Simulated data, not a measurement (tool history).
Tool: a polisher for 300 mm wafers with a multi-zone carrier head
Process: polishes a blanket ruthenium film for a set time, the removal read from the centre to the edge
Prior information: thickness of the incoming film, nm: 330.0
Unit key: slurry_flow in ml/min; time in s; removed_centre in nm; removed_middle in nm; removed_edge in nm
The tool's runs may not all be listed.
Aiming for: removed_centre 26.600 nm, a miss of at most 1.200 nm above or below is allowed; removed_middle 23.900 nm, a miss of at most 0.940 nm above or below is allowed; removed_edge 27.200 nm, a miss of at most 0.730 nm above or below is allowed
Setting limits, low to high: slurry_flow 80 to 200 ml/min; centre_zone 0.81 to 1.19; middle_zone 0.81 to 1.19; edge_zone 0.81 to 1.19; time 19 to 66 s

Run 1, day 0.000: slurry_flow 130 ml/min, centre_zone 1.00, middle_zone 1.00, edge_zone 1.00, time 42 s. Result: removed_centre 47.489 nm, removed_middle 48.543 nm, removed_edge 49.309 nm.
Run 2, day 0.038: slurry_flow 125 ml/min, centre_zone 1.00, middle_zone 0.98, edge_zone 0.99, time 39 s. Result: removed_centre 43.700 nm, removed_middle 44.951 nm, removed_edge 45.379 nm.
Run 3, day 0.200: slurry_flow 125 ml/min, centre_zone 0.95, middle_zone 0.98, edge_zone 0.99, time 39 s. Result: removed_centre 41.720 nm, removed_middle 44.260 nm, removed_edge 45.121 nm.
Run 4, day 0.442: slurry_flow 125 ml/min, centre_zone 1.01, middle_zone 0.98, edge_zone 0.99, time 39 s. Result: removed_centre 45.269 nm, removed_middle 44.702 nm, removed_edge 45.463 nm.
Run 5, day 0.550: slurry_flow 120 ml/min, centre_zone 1.00, middle_zone 0.96, edge_zone 0.99, time 36 s. Result: removed_centre 40.876 nm, removed_middle 40.402 nm, removed_edge 40.701 nm.
Run 6, day 0.646: slurry_flow 115 ml/min, centre_zone 0.99, middle_zone 0.94, edge_zone 1.01, time 34 s. Result: removed_centre 37.325 nm, removed_middle 37.110 nm, removed_edge 38.781 nm.
Run 7, day 0.833: slurry_flow 110 ml/min, centre_zone 0.99, middle_zone 0.92, edge_zone 1.01, time 33 s. Result: removed_centre 35.517 nm, removed_middle 34.251 nm, removed_edge 38.094 nm.
Run 8, day 1.075: slurry_flow 110 ml/min, centre_zone 0.99, middle_zone 0.91, edge_zone 1.00, time 32 s. Result: removed_centre 34.716 nm, removed_middle 33.077 nm, removed_edge 36.812 nm.
Run 9, day 1.429: slurry_flow 110 ml/min, centre_zone 0.99, middle_zone 0.90, edge_zone 0.99, time 31 s. Result: removed_centre 33.240 nm, removed_middle 31.827 nm, removed_edge 35.552 nm.
Run 10, day 1.746: slurry_flow 110 ml/min, centre_zone 0.99, middle_zone 0.89, edge_zone 0.98, time 30 s. Result: removed_centre 32.314 nm, removed_middle 30.735 nm, removed_edge 34.008 nm.
Run 11, day 2.017: slurry_flow 105 ml/min, centre_zone 0.99, middle_zone 0.88, edge_zone 0.97, time 29 s. Result: removed_centre 30.382 nm, removed_middle 28.833 nm, removed_edge 32.180 nm.
Run 12, day 2.083: slurry_flow 105 ml/min, centre_zone 0.99, middle_zone 0.87, edge_zone 0.96, time 29 s. Result: removed_centre 31.243 nm, removed_middle 28.990 nm, removed_edge 31.792 nm.
Run 13, day 2.233: slurry_flow 100 ml/min, centre_zone 0.99, middle_zone 0.86, edge_zone 0.96, time 29 s. Result: removed_centre 30.275 nm, removed_middle 27.616 nm, removed_edge 31.692 nm.
Run 14, day 2.367: slurry_flow 100 ml/min, centre_zone 0.99, middle_zone 0.85, edge_zone 0.94, time 29 s. Result: removed_centre 31.207 nm, removed_middle 28.349 nm, removed_edge 31.393 nm.

5 candidate next runs follow, results not yet known. Just one meets every target within its allowed miss. Identify it.
Run A, day 2.500: slurry_flow 90 ml/min, centre_zone 1.03, middle_zone 0.81, edge_zone 1.13, time 25 s. Result: removed_centre ?, removed_middle ?, removed_edge ?.
Run B, day 2.500: slurry_flow 110 ml/min, centre_zone 0.97, middle_zone 0.82, edge_zone 1.00, time 25 s. Result: removed_centre ?, removed_middle ?, removed_edge ?.
Run C, day 2.500: slurry_flow 105 ml/min, centre_zone 1.03, middle_zone 0.88, edge_zone 1.01, time 24 s. Result: removed_centre ?, removed_middle ?, removed_edge ?.
Run D, day 2.500: slurry_flow 80 ml/min, centre_zone 0.91, middle_zone 0.88, edge_zone 1.10, time 26 s. Result: removed_centre ?, removed_middle ?, removed_edge ?.
Run E, day 2.500: slurry_flow 110 ml/min, centre_zone 0.89, middle_zone 0.88, edge_zone 0.99, time 24 s. Result: removed_centre ?, removed_middle ?, removed_edge ?.

move  removed_centre  removed_middle  removed_edge
   A          26.454          22.223        29.100
   B          26.637          23.810        28.484
   C          26.789          23.913        27.219
   D          23.188          23.782        29.052
   E          23.455          24.234        27.191
A: closer than the last run, but not yet in spec
B: closer than the last run, but not yet in spec
C: meets every target
D: closer than the last run, but not yet in spec
E: the worst result of the last run now meets its target, but another is out of spec
Correct choice: C, which meets every target
